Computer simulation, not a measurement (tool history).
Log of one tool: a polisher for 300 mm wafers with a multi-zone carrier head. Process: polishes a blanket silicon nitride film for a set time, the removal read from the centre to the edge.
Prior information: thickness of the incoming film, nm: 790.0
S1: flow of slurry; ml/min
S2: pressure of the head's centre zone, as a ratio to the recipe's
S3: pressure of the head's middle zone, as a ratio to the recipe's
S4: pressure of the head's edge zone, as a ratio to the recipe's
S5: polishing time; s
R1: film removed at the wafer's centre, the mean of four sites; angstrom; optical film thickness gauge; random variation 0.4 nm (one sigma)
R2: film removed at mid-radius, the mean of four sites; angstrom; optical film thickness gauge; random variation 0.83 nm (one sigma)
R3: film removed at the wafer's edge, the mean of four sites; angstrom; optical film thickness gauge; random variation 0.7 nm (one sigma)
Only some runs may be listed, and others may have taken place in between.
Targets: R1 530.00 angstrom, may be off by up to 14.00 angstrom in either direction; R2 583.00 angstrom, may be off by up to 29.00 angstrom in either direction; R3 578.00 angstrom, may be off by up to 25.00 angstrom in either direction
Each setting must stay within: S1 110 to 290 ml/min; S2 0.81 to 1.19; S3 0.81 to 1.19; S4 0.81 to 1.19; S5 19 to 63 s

| run | hour | S1 | S2 | S3 | S4 | S5 | R1 | R2 | R3 |
|---|---|---|---|---|---|---|---|---|---|
| 1 | 0.0 | 185 | 1.00 | 1.00 | 1.00 | 41 | 714.88 | 712.96 | 712.20 |
| 2 | 7.4 | 185 | 1.00 | 1.00 | 1.06 | 41 | 709.79 | 714.15 | 722.61 |
| 3 | 8.9 | 180 | 0.98 | 1.00 | 1.04 | 39 | 663.59 | 658.71 | 689.68 |
| 4 | 14.5 | 180 | 0.96 | 1.02 | 1.01 | 38 | 627.47 | 665.61 | 653.87 |
| 5 | 19.2 | 175 | 0.94 | 1.01 | 0.99 | 37 | 604.97 | 657.65 | 629.36 |
| 6 | 22.2 | 175 | 0.94 | 1.08 | 0.99 | 37 | 597.22 | 687.97 | 636.69 |
| 7 | 23.7 | 170 | 0.93 | 1.05 | 0.99 | 36 | 574.89 | 629.31 | 618.19 |
| 8 | 31.5 | 160 | 0.92 | 1.05 | 0.98 | 36 | 566.56 | 649.95 | 611.89 |
| 9 | 38.7 | 160 | 0.91 | 1.03 | 0.98 | 36 | 557.16 | 634.61 | 607.14 |
| 10 | 40.2 | 155 | 0.91 | 1.02 | 0.98 | 36 | 552.86 | 621.01 | 591.37 |
| 11 | 40.9 | 125 | 0.89 | 0.97 | 1.01 | 36 | 520.14 | 569.56 | 587.25 |

Pick the move, out of 5, that brings all results within their allowed miss; only one does.
| A | 41.6 | 120 | 0.83 | 0.91 | 1.02 | 37 | ? | ? | ? |
| B | 41.6 | 120 | 0.88 | 0.88 | 1.04 | 38 | ? | ? | ? |
| C | 41.6 | 125 | 0.90 | 0.95 | 0.94 | 37 | ? | ? | ? |
| D | 41.6 | 110 | 0.92 | 0.95 | 1.10 | 38 | ? | ? | ? |
| E | 41.6 | 130 | 0.85 | 0.91 | 0.97 | 36 | ? | ? | ? |

| move | R1 | R2 | R3 |
|---|---|---|---|
| A | 488.14 | 558.26 | 598.29 |
| B | 528.01 | 561.42 | 620.52 |
| C | 531.67 | 580.04 | 579.72 |
| D | 533.12 | 573.35 | 626.21 |
| E | 497.42 | 555.20 | 576.93 |
A: further off than the last run
B: brings the result that was furthest off to its target, and leaves another outside
C: each result inside its tolerance
D: brings the result that was furthest off to its target, and leaves another outside
E: further off than the last run
Move C is the one to make.
